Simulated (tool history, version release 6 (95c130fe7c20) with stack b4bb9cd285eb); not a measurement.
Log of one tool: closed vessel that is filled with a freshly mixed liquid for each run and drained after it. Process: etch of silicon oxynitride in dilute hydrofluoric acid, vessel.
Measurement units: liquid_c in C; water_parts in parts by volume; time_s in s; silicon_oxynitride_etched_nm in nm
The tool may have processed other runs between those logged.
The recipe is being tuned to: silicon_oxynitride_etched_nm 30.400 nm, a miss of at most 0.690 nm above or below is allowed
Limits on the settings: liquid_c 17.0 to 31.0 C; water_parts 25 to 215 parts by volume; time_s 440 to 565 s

{"run": 1, "hour": 0.0, "liquid_c": 23.0, "water_parts": 120, "time_s": 565, "silicon_oxynitride_etched_nm": 21.997}
{"run": 2, "hour": 3.8, "liquid_c": 25.0, "water_parts": 120, "time_s": 565, "silicon_oxynitride_etched_nm": 24.477}
{"run": 3, "hour": 12.6, "liquid_c": 27.5, "water_parts": 120, "time_s": 565, "silicon_oxynitride_etched_nm": 27.162}
{"run": 4, "hour": 20.8, "liquid_c": 27.5, "water_parts": 120, "time_s": 565, "silicon_oxynitride_etched_nm": 27.393}
{"run": 5, "hour": 23.6, "liquid_c": 28.0, "water_parts": 120, "time_s": 565, "silicon_oxynitride_etched_nm": 27.879}
{"run": 6, "hour": 30.7, "liquid_c": 25.0, "water_parts": 120, "time_s": 565, "silicon_oxynitride_etched_nm": 24.423}
{"run": 7, "hour": 32.8, "liquid_c": 26.5, "water_parts": 120, "time_s": 565, "silicon_oxynitride_etched_nm": 26.048}
{"run": 8, "hour": 36.7, "liquid_c": 27.5, "water_parts": 120, "time_s": 565, "silicon_oxynitride_etched_nm": 27.028}
{"run": 9, "hour": 40.1, "liquid_c": 28.0, "water_parts": 120, "time_s": 565, "silicon_oxynitride_etched_nm": 27.955}
{"run": 10, "hour": 45.4, "liquid_c": 28.0, "water_parts": 120, "time_s": 565, "silicon_oxynitride_etched_nm": 27.692}
{"run": 11, "hour": 48.4, "liquid_c": 28.5, "water_parts": 120, "time_s": 565, "silicon_oxynitride_etched_nm": 28.435}
{"run": 12, "hour": 52.4, "liquid_c": 29.0, "water_parts": 120, "time_s": 565, "silicon_oxynitride_etched_nm": 28.931}

Below are 5 possible settings for the next run. Only one of them brings all results inside the allowed miss of their targets. Which is it?
{"run": "A", "hour": 56.4, "liquid_c": 29.0, "water_parts": 125, "time_s": 565, "silicon_oxynitride_etched_nm": "?"}
{"run": "B", "hour": 56.4, "liquid_c": 31.0, "water_parts": 130, "time_s": 550, "silicon_oxynitride_etched_nm": "?"}
{"run": "C", "hour": 56.4, "liquid_c": 29.0, "water_parts": 105, "time_s": 505, "silicon_oxynitride_etched_nm": "?"}
{"run": "D", "hour": 56.4, "liquid_c": 28.5, "water_parts": 105, "time_s": 475, "silicon_oxynitride_etched_nm": "?"}
{"run": "E", "hour": 56.4, "liquid_c": 30.5, "water_parts": 120, "time_s": 490, "silicon_oxynitride_etched_nm": "?"}

move=A silicon_oxynitride_etched_nm=27.899
move=B silicon_oxynitride_etched_nm=28.318
move=C silicon_oxynitride_etched_nm=30.305
move=D silicon_oxynitride_etched_nm=27.879
move=E silicon_oxynitride_etched_nm=27.040
A: moves away from the targets compared with the last run
B: moves away from the targets compared with the last run
C: all results in spec
D: moves away from the targets compared with the last run
E: moves away from the targets compared with the last run
C meets every target.
